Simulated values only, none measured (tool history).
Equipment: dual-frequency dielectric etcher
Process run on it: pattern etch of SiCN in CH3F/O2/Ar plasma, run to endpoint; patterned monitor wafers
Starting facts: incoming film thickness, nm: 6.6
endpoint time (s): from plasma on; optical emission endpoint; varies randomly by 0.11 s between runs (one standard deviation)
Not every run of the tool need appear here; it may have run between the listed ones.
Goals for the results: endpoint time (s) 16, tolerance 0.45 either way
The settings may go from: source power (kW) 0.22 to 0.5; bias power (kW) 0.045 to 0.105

run 1 hour=0 | source_power_(kW)=0.36 bias_power_(kW)=0.075 | endpoint_time_(s)=18.538
run 2 hour=7 | source_power_(kW)=0.31 bias_power_(kW)=0.075 | endpoint_time_(s)=19.27
run 3 hour=12.1 | source_power_(kW)=0.35 bias_power_(kW)=0.08 | endpoint_time_(s)=18.537
run 4 hour=21.1 | source_power_(kW)=0.3 bias_power_(kW)=0.08 | endpoint_time_(s)=19.242
run 5 hour=22 | source_power_(kW)=0.34 bias_power_(kW)=0.086 | endpoint_time_(s)=17.978
run 6 hour=27.2 | source_power_(kW)=0.36 bias_power_(kW)=0.089 | endpoint_time_(s)=17.745
run 7 hour=30 | source_power_(kW)=0.38 bias_power_(kW)=0.092 | endpoint_time_(s)=17.248
run 8 hour=37 | source_power_(kW)=0.4 bias_power_(kW)=0.094 | endpoint_time_(s)=16.933
run 9 hour=42.1 | source_power_(kW)=0.41 bias_power_(kW)=0.096 | endpoint_time_(s)=16.832
run 10 hour=47 | source_power_(kW)=0.42 bias_power_(kW)=0.098 | endpoint_time_(s)=16.637

Which of these 4 next moves meets every target?
run A hour=51.9 | source_power_(kW)=0.4 bias_power_(kW)=0.093 | endpoint_time_(s)=?
run B hour=51.9 | source_power_(kW)=0.43 bias_power_(kW)=0.093 | endpoint_time_(s)=?
run C hour=51.9 | source_power_(kW)=0.48 bias_power_(kW)=0.099 | endpoint_time_(s)=?
run D hour=51.9 | source_power_(kW)=0.38 bias_power_(kW)=0.081 | endpoint_time_(s)=?

move=A endpoint_time_(s)=16.937
move=B endpoint_time_(s)=16.672
move=C endpoint_time_(s)=15.903
move=D endpoint_time_(s)=17.974
A: lands further from the targets than the last run did
B: lands further from the targets than the last run did
C: all results in spec
D: lands further from the targets than the last run did
The right move is C.
